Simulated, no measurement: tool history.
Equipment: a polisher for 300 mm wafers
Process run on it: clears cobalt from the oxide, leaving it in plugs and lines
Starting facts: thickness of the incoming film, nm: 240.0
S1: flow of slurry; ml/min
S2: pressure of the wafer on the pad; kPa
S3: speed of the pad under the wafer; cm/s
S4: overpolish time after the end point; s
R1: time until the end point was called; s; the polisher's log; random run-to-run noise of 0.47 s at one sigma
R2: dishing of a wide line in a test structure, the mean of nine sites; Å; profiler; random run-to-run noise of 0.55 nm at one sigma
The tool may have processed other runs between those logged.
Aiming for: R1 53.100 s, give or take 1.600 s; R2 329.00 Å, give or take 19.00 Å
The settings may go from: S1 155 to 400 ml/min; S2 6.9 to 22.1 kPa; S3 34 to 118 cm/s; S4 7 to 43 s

run    day   S1    S2  S3  S4      R1      R2
  1  0.000  255  14.5  76  22  64.254  392.74
  2  0.058  255  14.5  76  27  64.469  413.02
  3  0.254  290  14.5  76  27  62.520  404.84
  4  0.467  290  16.5  76  27  55.837  423.68
  5  0.650  310  16.5  76  22  54.888  398.55
  6  0.729  310  16.5  76  29  55.783  425.91
  7  0.850  330  16.5  76  23  55.076  400.72
  8  0.992  350  16.5  76  18  54.963  383.91
  9  1.279  280  17.9  76   8  51.903  254.40
 10  1.538  295  17.9  76  10  52.086  294.60
 11  1.888  300  17.9  76  11  50.905  304.91

4 next moves are on the table. One of them brings every result within its allowed miss. Which?
  A  2.238  315  16.5  84  12   ?   ?
  B  2.238  230  17.9  76  13   ?   ?
  C  2.238  285  19.3  72  12   ?   ?
  D  2.238  270  22.1  68  12   ?   ?

move      R1      R2
   A  50.066  320.69
   B  52.836  324.94
   C  50.516  319.25
   D  47.116  330.18
A: further off than the last run
B: all results in spec
C: further off than the last run
D: further off than the last run
B is the move that brings every result within its allowed miss.

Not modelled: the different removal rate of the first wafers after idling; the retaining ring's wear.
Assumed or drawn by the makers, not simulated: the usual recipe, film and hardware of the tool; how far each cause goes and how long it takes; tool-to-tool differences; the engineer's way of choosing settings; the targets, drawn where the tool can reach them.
